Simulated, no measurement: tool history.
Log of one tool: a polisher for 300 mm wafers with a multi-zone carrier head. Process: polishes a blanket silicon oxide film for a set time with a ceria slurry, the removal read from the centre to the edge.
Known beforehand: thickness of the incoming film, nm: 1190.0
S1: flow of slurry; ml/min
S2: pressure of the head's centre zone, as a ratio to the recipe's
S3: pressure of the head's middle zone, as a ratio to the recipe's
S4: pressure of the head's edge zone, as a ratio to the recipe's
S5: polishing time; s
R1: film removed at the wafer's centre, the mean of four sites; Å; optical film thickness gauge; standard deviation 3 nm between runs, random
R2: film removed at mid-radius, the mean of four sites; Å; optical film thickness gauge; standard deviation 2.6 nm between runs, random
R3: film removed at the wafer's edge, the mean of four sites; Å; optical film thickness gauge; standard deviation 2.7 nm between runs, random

Run 1, hour 0: S1 180 ml/min, S2 1, S3 1, S4 1, S5 69 s. Result: R1 2459.9 Å, R2 2467.6 Å, R3 2401.5 Å.
Run 2, hour 6.4: S1 180 ml/min, S2 0.91, S3 1, S4 1, S5 69 s. Result: R1 2218.7 Å, R2 2460.5 Å, R3 2413.7 Å.
Run 3, hour 8.9: S1 150 ml/min, S2 0.91, S3 1, S4 1, S5 69 s. Result: R1 2156.8 Å, R2 2366.9 Å, R3 2319.1 Å.
Run 4, hour 12.9: S1 150 ml/min, S2 0.91, S3 1, S4 1.07, S5 69 s. Result: R1 2118.2 Å, R2 2426.2 Å, R3 2476.6 Å.
Run 5, hour 14.7: S1 150 ml/min, S2 0.84, S3 1, S4 1.07, S5 69 s. Result: R1 2002 Å, R2 2379.3 Å, R3 2456.2 Å.
Run 6, hour 20.5: S1 150 ml/min, S2 0.89, S3 1, S4 1.07, S5 69 s. Result: R1 2053.7 Å, R2 2433.1 Å, R3 2427.3 Å.
Run 7, hour 29.2: S1 145 ml/min, S2 0.89, S3 0.98, S4 1.06, S5 69 s. Result: R1 2131.2 Å, R2 2405.2 Å, R3 2379.1 Å.

Run 8, settings as shown, results not yet in. Your forecast:
Run 8, hour 30.6: S1 160 ml/min, S2 0.88, S3 0.96, S4 1.08, S5 67 s. Result: R1 ?, R2 ?, R3 ?.

Run 8 yielded R1 2065.8 Å, R2 2311.4 Å, R3 2399.7 Å.
